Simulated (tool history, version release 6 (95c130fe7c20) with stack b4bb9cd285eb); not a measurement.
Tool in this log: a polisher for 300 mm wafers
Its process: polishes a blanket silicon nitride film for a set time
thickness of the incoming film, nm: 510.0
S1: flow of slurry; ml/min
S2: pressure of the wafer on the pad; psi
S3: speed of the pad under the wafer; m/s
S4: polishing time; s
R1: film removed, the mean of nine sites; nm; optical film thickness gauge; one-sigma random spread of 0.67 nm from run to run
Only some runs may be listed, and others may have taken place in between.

| run | hour | S1 | S2 | S3 | S4 | R1 |
|---|---|---|---|---|---|---|
| 1 | 0 | 180 | 3.2 | 1.32 | 46 | 79.961 |
| 2 | 8.8 | 180 | 3.2 | 1.54 | 46 | 88.764 |
| 3 | 17.2 | 220 | 3.2 | 1.54 | 46 | 92.061 |
| 4 | 21.1 | 220 | 3.2 | 1.28 | 46 | 79.45 |
| 5 | 29.2 | 220 | 3.9 | 1.28 | 46 | 97.1 |
| 6 | 34.7 | 220 | 3.3 | 1.24 | 46 | 79.186 |
| 7 | 37.6 | 220 | 2.9 | 1.22 | 46 | 68.866 |
| 8 | 44.5 | 220 | 2.6 | 1.2 | 46 | 63.341 |

Run 9 has not been measured yet. What should we expect?
| 9 | 51.9 | 220 | 2.4 | 1.18 | 46 | ? |

R1: 56.77 nm
